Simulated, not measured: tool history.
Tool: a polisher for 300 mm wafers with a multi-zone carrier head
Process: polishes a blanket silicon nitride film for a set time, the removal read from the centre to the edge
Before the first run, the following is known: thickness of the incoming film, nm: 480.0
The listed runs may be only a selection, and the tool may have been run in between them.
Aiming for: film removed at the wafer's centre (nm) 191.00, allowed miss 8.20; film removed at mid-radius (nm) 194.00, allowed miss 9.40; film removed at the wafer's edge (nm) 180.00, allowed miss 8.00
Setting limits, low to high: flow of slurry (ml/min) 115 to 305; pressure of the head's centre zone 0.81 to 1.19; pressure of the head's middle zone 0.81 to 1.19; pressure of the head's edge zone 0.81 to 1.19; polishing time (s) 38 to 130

run,hour,flow of slurry (ml/min),pressure of the head's centre zone,pressure of the head's middle zone,pressure of the head's edge zone,polishing time (s),film removed at the wafer's centre (nm),film removed at mid-radius (nm),film removed at the wafer's edge (nm)
1,0.0,195,1.00,1.00,1.00,84,152.58,155.59,151.31
2,1.6,200,1.01,1.02,1.02,86,159.96,158.15,155.69
3,4.5,205,1.01,1.03,1.02,88,162.91,164.20,163.07
4,12.4,205,1.01,0.95,1.02,88,163.15,157.67,164.79
5,19.5,205,1.01,0.95,1.02,104,188.61,183.24,190.47
6,25.6,205,0.96,0.95,1.02,104,190.55,180.67,197.41
7,30.0,205,0.97,0.96,1.01,104,188.25,187.89,190.94
8,32.2,205,0.98,0.96,1.00,104,183.74,185.45,192.69
9,36.5,205,1.00,0.98,1.00,104,190.40,185.11,193.76

4 next moves are on the table. One of them brings every result within its allowed miss. Which?
A,40.8,170,1.19,0.99,1.04,94,?,?,?
B,40.8,205,1.07,1.06,1.00,99,?,?,?
C,40.8,150,0.81,0.97,1.00,119,?,?,?
D,40.8,230,0.93,0.97,1.08,103,?,?,?

move,film removed at the wafer's centre (nm),film removed at mid-radius (nm),film removed at the wafer's edge (nm)
A,186.80,167.37,173.66
B,188.93,192.08,183.21
C,178.23,203.93,212.16
D,181.95,188.88,200.51
A: brings the result that was furthest off to its target, and leaves another outside
B: every result lands within tolerance
C: the biggest miss grows against the last run
D: the biggest miss grows against the last run
B is the move that brings every result within its allowed miss.

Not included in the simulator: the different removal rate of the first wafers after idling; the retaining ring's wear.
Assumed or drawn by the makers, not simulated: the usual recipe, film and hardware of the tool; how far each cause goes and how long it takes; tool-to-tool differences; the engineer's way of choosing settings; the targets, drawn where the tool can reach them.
